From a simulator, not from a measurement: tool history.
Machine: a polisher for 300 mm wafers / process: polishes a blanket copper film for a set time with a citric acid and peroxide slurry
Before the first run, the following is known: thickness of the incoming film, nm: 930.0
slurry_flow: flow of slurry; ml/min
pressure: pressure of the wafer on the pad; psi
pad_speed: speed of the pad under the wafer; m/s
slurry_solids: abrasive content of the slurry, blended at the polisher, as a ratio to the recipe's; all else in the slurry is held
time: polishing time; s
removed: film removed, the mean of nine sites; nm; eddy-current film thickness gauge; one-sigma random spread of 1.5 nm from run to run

run    day  slurry_flow  pressure  pad_speed  slurry_solids  time  removed
  1  0.000          270       4.2       0.84            1.0    33   97.513
  2  0.062          270       4.3       0.84            1.0    33   99.125
  3  0.421          270       4.4       0.84            1.0    33  101.170
  4  0.762          270       4.4       0.74            1.0    33   89.010
  5  1.071          270       4.4       0.74            1.0    33   91.504
  6  1.121          270       4.5       0.74            1.0    33   91.663
  7  1.217          270       4.7       0.74            1.0    33   96.249

Run 8 comes next. What will it give?
  8  1.296          270       4.8       0.74            1.0    33        ?

Run 8 produced removed 96.934 nm.

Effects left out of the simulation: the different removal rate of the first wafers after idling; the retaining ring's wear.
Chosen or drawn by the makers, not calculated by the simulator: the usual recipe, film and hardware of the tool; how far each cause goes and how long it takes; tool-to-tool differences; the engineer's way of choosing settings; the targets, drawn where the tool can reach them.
